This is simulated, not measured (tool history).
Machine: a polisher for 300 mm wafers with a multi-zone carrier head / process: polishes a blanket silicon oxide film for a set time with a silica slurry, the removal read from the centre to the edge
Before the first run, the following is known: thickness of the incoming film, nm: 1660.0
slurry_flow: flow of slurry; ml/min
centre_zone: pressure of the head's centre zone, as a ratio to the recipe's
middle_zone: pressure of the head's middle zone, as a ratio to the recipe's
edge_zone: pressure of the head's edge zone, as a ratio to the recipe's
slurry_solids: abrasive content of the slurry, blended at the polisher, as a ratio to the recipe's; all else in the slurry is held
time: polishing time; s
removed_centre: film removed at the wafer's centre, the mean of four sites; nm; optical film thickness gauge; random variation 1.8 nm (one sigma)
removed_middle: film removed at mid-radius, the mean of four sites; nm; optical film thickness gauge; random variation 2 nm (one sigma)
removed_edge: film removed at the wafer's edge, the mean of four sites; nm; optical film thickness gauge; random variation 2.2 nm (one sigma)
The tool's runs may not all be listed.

run 1 hour=0 | slurry_flow=195 centre_zone=1 middle_zone=1 edge_zone=1 slurry_solids=1 time=58 | removed_centre=165.45 removed_middle=161.94 removed_edge=163.94
run 2 hour=1.5 | slurry_flow=195 centre_zone=1 middle_zone=0.97 edge_zone=1 slurry_solids=1 time=58 | removed_centre=166.39 removed_middle=158.8 removed_edge=165.75
run 3 hour=2.4 | slurry_flow=195 centre_zone=1 middle_zone=1.01 edge_zone=1 slurry_solids=1 time=58 | removed_centre=166.17 removed_middle=167.06 removed_edge=165
run 4 hour=9.7 | slurry_flow=195 centre_zone=0.96 middle_zone=1.01 edge_zone=1 slurry_solids=1 time=58 | removed_centre=159.94 removed_middle=163.81 removed_edge=165.19
run 5 hour=14.7 | slurry_flow=205 centre_zone=0.98 middle_zone=1.03 edge_zone=1.03 slurry_solids=1.1 time=59 | removed_centre=173.41 removed_middle=177.31 removed_edge=175.73
run 6 hour=20.4 | slurry_flow=205 centre_zone=0.99 middle_zone=1.05 edge_zone=1.05 slurry_solids=1.2 time=61 | removed_centre=187.74 removed_middle=194.01 removed_edge=189.15
run 7 hour=22.9 | slurry_flow=210 centre_zone=1 middle_zone=1.06 edge_zone=1.07 slurry_solids=1.25 time=63 | removed_centre=197.3 removed_middle=204.23 removed_edge=200.58
run 8 hour=23.9 | slurry_flow=215 centre_zone=1.01 middle_zone=1.08 edge_zone=1.08 slurry_solids=1.3 time=64 | removed_centre=205.61 removed_middle=216.22 removed_edge=210.72
run 9 hour=28.1 | slurry_flow=225 centre_zone=1.03 middle_zone=1.1 edge_zone=1.09 slurry_solids=1.35 time=65 | removed_centre=218.94 removed_middle=225.57 removed_edge=216.8
run 10 hour=35 | slurry_flow=230 centre_zone=1.03 middle_zone=1.11 edge_zone=1.1 slurry_solids=1.4 time=66 | removed_centre=223.85 removed_middle=233.77 removed_edge=222.56

Predict the results of run 11:
run 11 hour=37.4 | slurry_flow=230 centre_zone=1.04 middle_zone=1.12 edge_zone=1.11 slurry_solids=1.4 time=67 | removed_centre=? removed_middle=? removed_edge=?

{"run 11": {"removed_centre": 230.43, "removed_middle": 241.94, "removed_edge": 231.85}}
